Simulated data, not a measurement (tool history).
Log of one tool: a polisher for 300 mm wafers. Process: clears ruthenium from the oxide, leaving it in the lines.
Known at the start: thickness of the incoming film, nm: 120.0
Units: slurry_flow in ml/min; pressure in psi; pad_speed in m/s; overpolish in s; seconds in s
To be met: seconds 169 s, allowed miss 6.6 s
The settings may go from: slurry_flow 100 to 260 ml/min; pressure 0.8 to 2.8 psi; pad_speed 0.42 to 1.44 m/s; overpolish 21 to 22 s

run 1 hour=0 | slurry_flow=165 pressure=1.8 pad_speed=0.92 overpolish=21 | seconds=97.74
run 2 hour=5.3 | slurry_flow=165 pressure=1.8 pad_speed=1.1 overpolish=21 | seconds=84.347
run 3 hour=7.2 | slurry_flow=160 pressure=1.6 pad_speed=1.08 overpolish=21 | seconds=95.557
run 4 hour=10.6 | slurry_flow=160 pressure=1.4 pad_speed=1.06 overpolish=21 | seconds=106.07
run 5 hour=16 | slurry_flow=160 pressure=1.7 pad_speed=1.06 overpolish=21 | seconds=92.726
run 6 hour=22.3 | slurry_flow=160 pressure=1.7 pad_speed=0.96 overpolish=21 | seconds=98.844
run 7 hour=25.4 | slurry_flow=160 pressure=1.5 pad_speed=0.94 overpolish=21 | seconds=111.72
run 8 hour=25.9 | slurry_flow=150 pressure=1 pad_speed=0.9 overpolish=21 | seconds=144.99
run 9 hour=29.2 | slurry_flow=150 pressure=1 pad_speed=0.88 overpolish=21 | seconds=147.99

Which of these 4 next moves meets every target?
run A hour=32.5 | slurry_flow=135 pressure=1.1 pad_speed=0.88 overpolish=21 | seconds=?
run B hour=32.5 | slurry_flow=115 pressure=1 pad_speed=0.76 overpolish=21 | seconds=?
run C hour=32.5 | slurry_flow=165 pressure=0.9 pad_speed=0.64 overpolish=21 | seconds=?
run D hour=32.5 | slurry_flow=150 pressure=1.1 pad_speed=1.04 overpolish=22 | seconds=?

move=A seconds=143.46
move=B seconds=171.2
move=C seconds=188.63
move=D seconds=126.01
A: further off than the last run
B: meets every target
C: takes the result that was furthest off past its target
D: further off than the last run
The right move is B.

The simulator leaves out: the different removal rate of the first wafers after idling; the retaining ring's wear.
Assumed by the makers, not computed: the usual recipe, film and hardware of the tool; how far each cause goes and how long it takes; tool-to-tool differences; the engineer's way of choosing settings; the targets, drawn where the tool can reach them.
